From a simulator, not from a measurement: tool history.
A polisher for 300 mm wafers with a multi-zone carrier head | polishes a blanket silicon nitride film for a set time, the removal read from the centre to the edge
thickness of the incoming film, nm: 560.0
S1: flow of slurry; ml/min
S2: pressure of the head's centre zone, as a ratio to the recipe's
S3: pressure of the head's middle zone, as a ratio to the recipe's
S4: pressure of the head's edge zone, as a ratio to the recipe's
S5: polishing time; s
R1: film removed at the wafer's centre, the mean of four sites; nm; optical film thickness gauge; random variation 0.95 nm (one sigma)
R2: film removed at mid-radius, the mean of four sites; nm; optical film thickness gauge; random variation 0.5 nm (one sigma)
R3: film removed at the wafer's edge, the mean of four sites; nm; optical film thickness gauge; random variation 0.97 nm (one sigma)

run	hour	S1	S2	S3	S4	S5	R1	R2	R3
1	0.0	170	1.00	1.00	1.00	33	72.279	71.778	71.093
2	6.7	170	0.96	1.00	1.00	33	68.796	72.255	71.570
3	10.6	170	0.96	1.00	1.00	40	83.873	86.959	85.257
4	11.8	170	0.96	1.00	0.95	40	82.062	87.212	83.378
5	13.4	170	0.96	1.07	0.95	40	82.271	91.827	81.929
6	17.4	160	0.96	1.04	0.97	40	81.997	88.811	82.740
7	19.0	150	0.96	1.02	0.98	40	80.931	87.086	82.391
8	22.6	145	0.96	1.00	0.99	40	80.980	84.356	82.151
9	27.1	140	0.95	0.99	1.01	40	78.449	82.705	83.722

The next listed run, before its measurement:
10	34.7	140	0.95	0.98	1.02	40	?	?	?

Run 10 gave R1 78.095 nm, R2 81.331 nm, R3 84.792 nm.
